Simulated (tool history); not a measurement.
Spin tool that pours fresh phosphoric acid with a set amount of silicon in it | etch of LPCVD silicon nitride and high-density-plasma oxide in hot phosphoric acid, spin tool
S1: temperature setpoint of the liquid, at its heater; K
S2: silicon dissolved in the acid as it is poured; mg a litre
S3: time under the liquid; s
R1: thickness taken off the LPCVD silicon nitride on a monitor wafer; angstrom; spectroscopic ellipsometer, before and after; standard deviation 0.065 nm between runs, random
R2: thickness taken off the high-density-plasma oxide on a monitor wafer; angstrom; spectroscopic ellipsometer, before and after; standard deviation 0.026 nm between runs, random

run 1 hour=0 | S1=436.15 S2=18 S3=180 | R1=205.02 R2=4.6209
run 2 hour=7.6 | S1=434.15 S2=18 S3=180 | R1=190.73 R2=3.3987
run 3 hour=8.5 | S1=432.15 S2=18 S3=180 | R1=178.64 R2=3.5734
run 4 hour=14.7 | S1=432.15 S2=16 S3=165 | R1=162.36 R2=3.2546
run 5 hour=17.8 | S1=432.15 S2=13.5 S3=155 | R1=152.39 R2=3.4655
run 6 hour=25.5 | S1=432.15 S2=12.5 S3=145 | R1=144.34 R2=3.3069
run 7 hour=30.4 | S1=431.15 S2=5 S3=105 | R1=101.53 R2=2.4143

Run 8 is up next; what results do you expect?
run 8 hour=35.9 | S1=433.65 S2=8.5 S3=105 | R1=? R2=?

R1: 109.57 angstrom
R2: 2.8742 angstrom
